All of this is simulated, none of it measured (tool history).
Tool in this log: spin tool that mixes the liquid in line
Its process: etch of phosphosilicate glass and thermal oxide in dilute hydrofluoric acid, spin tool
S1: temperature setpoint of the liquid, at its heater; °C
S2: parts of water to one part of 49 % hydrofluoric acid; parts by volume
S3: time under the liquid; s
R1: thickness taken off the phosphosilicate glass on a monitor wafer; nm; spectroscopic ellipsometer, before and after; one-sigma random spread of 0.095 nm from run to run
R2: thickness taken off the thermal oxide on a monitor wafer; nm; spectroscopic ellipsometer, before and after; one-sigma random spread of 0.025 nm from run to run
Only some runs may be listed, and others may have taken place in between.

run 1 hour=0.0 | S1=24.0 S2=190 S3=30 | R1=13.911 R2=0.61594
run 2 hour=6.7 | S1=24.0 S2=135 S3=30 | R1=20.778 R2=0.98037
run 3 hour=12.7 | S1=24.0 S2=105 S3=30 | R1=27.559 R2=1.34780
run 4 hour=20.1 | S1=23.0 S2=115 S3=30 | R1=24.435 R2=1.15680
run 5 hour=24.9 | S1=23.0 S2=70 S3=30 | R1=42.161 R2=1.88510
run 6 hour=26.7 | S1=23.0 S2=90 S3=30 | R1=31.880 R2=1.54590
run 7 hour=31.9 | S1=19.0 S2=165 S3=30 | R1=13.700 R2=0.64841
run 8 hour=40.9 | S1=18.5 S2=170 S3=30 | R1=12.927 R2=0.64493
run 9 hour=45.7 | S1=18.5 S2=175 S3=30 | R1=12.407 R2=0.59368

What will run 10 give?
run 10 hour=49.3 | S1=18.0 S2=180 S3=30 | R1=? R2=?

For run 10 the tool returned R1 11.996 nm, R2 0.53342 nm.
